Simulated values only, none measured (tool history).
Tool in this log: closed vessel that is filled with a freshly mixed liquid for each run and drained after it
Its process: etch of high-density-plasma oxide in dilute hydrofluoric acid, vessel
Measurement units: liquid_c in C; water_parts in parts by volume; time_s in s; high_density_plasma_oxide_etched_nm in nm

| run | hour | liquid_c | water_parts | time_s | high_density_plasma_oxide_etched_nm |
|---|---|---|---|---|---|
| 1 | 0 | 25 | 45 | 290 | 38.61 |
| 2 | 1.7 | 25 | 35 | 290 | 49.833 |
| 3 | 7.5 | 25 | 35 | 310 | 53.748 |
| 4 | 16.8 | 23.5 | 40 | 310 | 43.549 |
| 5 | 25.8 | 26 | 40 | 310 | 48.548 |
| 6 | 28.5 | 26 | 40 | 310 | 47.897 |
| 7 | 34.9 | 24 | 45 | 310 | 39.009 |
| 8 | 42.4 | 22.5 | 45 | 310 | 36.93 |
| 9 | 44.8 | 21.5 | 45 | 310 | 35.334 |
| 10 | 54 | 20.5 | 45 | 310 | 33.999 |
| 11 | 61.9 | 20 | 45 | 310 | 33.13 |
| 12 | 66.3 | 19.5 | 45 | 310 | 32.577 |
| 13 | 73.3 | 19 | 45 | 310 | 31.726 |
| 14 | 75.6 | 18.5 | 45 | 310 | 30.948 |
| 15 | 84 | 18 | 45 | 310 | 30.371 |

Run 16 has not been measured yet. What should we expect?
| 16 | 89 | 17 | 50 | 310 | ? |

high_density_plasma_oxide_etched_nm: 26.082 nm

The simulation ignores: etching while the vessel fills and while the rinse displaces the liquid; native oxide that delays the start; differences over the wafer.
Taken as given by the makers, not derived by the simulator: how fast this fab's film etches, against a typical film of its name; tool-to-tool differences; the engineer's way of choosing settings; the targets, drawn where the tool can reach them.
